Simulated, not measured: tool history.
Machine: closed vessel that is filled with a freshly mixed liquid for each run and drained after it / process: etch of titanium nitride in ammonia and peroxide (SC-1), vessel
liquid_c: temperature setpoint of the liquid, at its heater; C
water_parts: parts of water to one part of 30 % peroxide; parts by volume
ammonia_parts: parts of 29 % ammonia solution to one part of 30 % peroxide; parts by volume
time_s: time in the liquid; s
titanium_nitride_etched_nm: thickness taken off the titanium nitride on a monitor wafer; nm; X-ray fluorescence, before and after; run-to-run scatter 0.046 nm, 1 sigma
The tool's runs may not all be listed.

| run | hour | liquid_c | water_parts | ammonia_parts | time_s | titanium_nitride_etched_nm |
|---|---|---|---|---|---|---|
| 1 | 0.0 | 59.0 | 6.5 | 0.55 | 95 | 14.0670 |
| 2 | 2.2 | 56.0 | 6.5 | 0.55 | 95 | 11.7980 |
| 3 | 5.0 | 53.5 | 6.5 | 0.55 | 95 | 9.8805 |
| 4 | 12.5 | 51.5 | 6.5 | 0.55 | 95 | 8.5511 |
|  | 15.8 | ammonia flow meter replaced |
| 5 | 15.8 | 50.0 | 6.5 | 0.55 | 95 | 7.6405 |
| 6 | 25.0 | 50.0 | 5.0 | 0.55 | 95 | 8.5094 |
| 7 | 28.5 | 48.5 | 5.0 | 0.55 | 95 | 7.7879 |
| 8 | 33.0 | 47.5 | 5.0 | 0.55 | 95 | 7.2936 |
| 9 | 38.1 | 46.5 | 5.0 | 0.55 | 95 | 6.7950 |
| 10 | 41.2 | 46.0 | 5.0 | 0.55 | 95 | 6.5393 |
| 11 | 43.1 | 45.5 | 5.0 | 0.55 | 95 | 6.3061 |
| 12 | 46.9 | 45.0 | 5.0 | 0.55 | 95 | 6.0977 |
| 13 | 51.2 | 44.5 | 5.0 | 0.55 | 95 | 5.8838 |
| 14 | 56.5 | 44.5 | 5.0 | 0.55 | 95 | 5.7753 |

Expected results for the next run?
| 15 | 60.3 | 44.0 | 5.0 | 0.55 | 95 | ? |

titanium_nitride_etched_nm: 5.6746 nm
